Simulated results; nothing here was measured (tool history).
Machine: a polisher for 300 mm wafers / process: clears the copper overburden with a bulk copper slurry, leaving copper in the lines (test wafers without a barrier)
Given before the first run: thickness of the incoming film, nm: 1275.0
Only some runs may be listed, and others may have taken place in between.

| run | hour | flow of slurry (ml/min) | pressure of the wafer on the pad (kPa) | speed of the pad under the wafer (m/s) | abrasive content of the slurry | overpolish time after the end point (s) | time until the end point was called (s) | dishing of a wide line in a test structure (Å) |
|---|---|---|---|---|---|---|---|---|
| 1 | 0 | 265 | 13.8 | 1.2 | 1 | 22 | 150.6 | 510.35 |
| 2 | 6.3 | 265 | 14.5 | 1.2 | 1 | 23 | 143.06 | 540.91 |
| 3 | 10.9 | 240 | 14.5 | 1.2 | 1 | 23 | 142.72 | 523.76 |
| 4 | 13.3 | 190 | 14.5 | 1.2 | 1 | 23 | 143.77 | 533.46 |
| 5 | 22.3 | 190 | 15.2 | 1.2 | 1 | 23 | 142.15 | 533.54 |
| 6 | 27.1 | 190 | 15.2 | 1.2 | 1 | 28 | 142.99 | 560.53 |
| 7 | 31.6 | 190 | 15.2 | 1.2 | 1 | 28 | 141.92 | 558.45 |
| 8 | 32.9 | 190 | 15.9 | 1.2 | 1 | 27 | 138.48 | 559.24 |
| 9 | 40.5 | 190 | 16.5 | 1.2 | 1 | 27 | 132.92 | 568.42 |

The next listed run, before its measurement:
| 10 | 44.9 | 190 | 17.2 | 1.2 | 1 | 27 | ? | ? |

{"run 10": {"time until the end point was called (s)": 127.56, "dishing of a wide line in a test structure (Å)": 586.02}}

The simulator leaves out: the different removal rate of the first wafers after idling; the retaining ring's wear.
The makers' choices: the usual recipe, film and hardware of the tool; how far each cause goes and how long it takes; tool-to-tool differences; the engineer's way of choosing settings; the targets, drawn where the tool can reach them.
